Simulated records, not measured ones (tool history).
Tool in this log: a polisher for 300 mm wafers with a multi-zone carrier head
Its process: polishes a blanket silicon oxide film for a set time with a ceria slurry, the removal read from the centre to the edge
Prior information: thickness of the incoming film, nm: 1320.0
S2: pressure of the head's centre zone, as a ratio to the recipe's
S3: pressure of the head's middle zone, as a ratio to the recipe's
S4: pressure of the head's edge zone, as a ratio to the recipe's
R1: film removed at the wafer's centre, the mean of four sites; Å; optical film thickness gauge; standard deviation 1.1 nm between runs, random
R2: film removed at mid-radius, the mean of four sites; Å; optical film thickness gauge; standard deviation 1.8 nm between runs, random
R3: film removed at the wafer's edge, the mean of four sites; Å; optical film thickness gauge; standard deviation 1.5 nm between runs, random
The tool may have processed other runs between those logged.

{"run": 1, "hour": 0.0, "flow of slurry (ml/min)": 285, "S2": 1.0, "S3": 1.0, "S4": 1.0, "polishing time (s)": 39, "R1": 1694.2, "R2": 1682.8, "R3": 1691.6}
{"run": 2, "hour": 2.9, "flow of slurry (ml/min)": 275, "S2": 1.0, "S3": 0.96, "S4": 1.02, "polishing time (s)": 39, "R1": 1686.7, "R2": 1622.7, "R3": 1736.9}
{"run": 3, "hour": 6.9, "flow of slurry (ml/min)": 270, "S2": 1.0, "S3": 0.93, "S4": 1.01, "polishing time (s)": 39, "R1": 1692.7, "R2": 1571.3, "R3": 1735.3}
{"run": 4, "hour": 13.5, "flow of slurry (ml/min)": 270, "S2": 1.0, "S3": 0.93, "S4": 1.01, "polishing time (s)": 34, "R1": 1474.2, "R2": 1375.2, "R3": 1523.2}
{"run": 5, "hour": 15.1, "flow of slurry (ml/min)": 270, "S2": 1.0, "S3": 0.96, "S4": 1.01, "polishing time (s)": 34, "R1": 1468.3, "R2": 1379.4, "R3": 1532.5}
{"run": 6, "hour": 17.6, "flow of slurry (ml/min)": 285, "S2": 1.02, "S3": 0.95, "S4": 1.05, "polishing time (s)": 34, "R1": 1500.5, "R2": 1400.2, "R3": 1541.2}
{"run": 7, "hour": 19.6, "flow of slurry (ml/min)": 285, "S2": 1.03, "S3": 0.93, "S4": 1.08, "polishing time (s)": 35, "R1": 1555.6, "R2": 1368.0, "R3": 1578.2}
{"run": 8, "hour": 20.8, "flow of slurry (ml/min)": 340, "S2": 1.04, "S3": 0.94, "S4": 1.18, "polishing time (s)": 37, "R1": 1687.1, "R2": 1565.2, "R3": 1806.8}
{"run": 9, "hour": 27.3, "flow of slurry (ml/min)": 330, "S2": 1.04, "S3": 0.93, "S4": 1.17, "polishing time (s)": 37, "R1": 1682.5, "R2": 1523.6, "R3": 1795.6}

Expected results for the next run?
{"run": 10, "hour": 29.7, "flow of slurry (ml/min)": 320, "S2": 1.04, "S3": 0.92, "S4": 1.16, "polishing time (s)": 37, "R1": "?", "R2": "?", "R3": "?"}

R1: 1659.9 Å
R2: 1534.3 Å
R3: 1782.6 Å
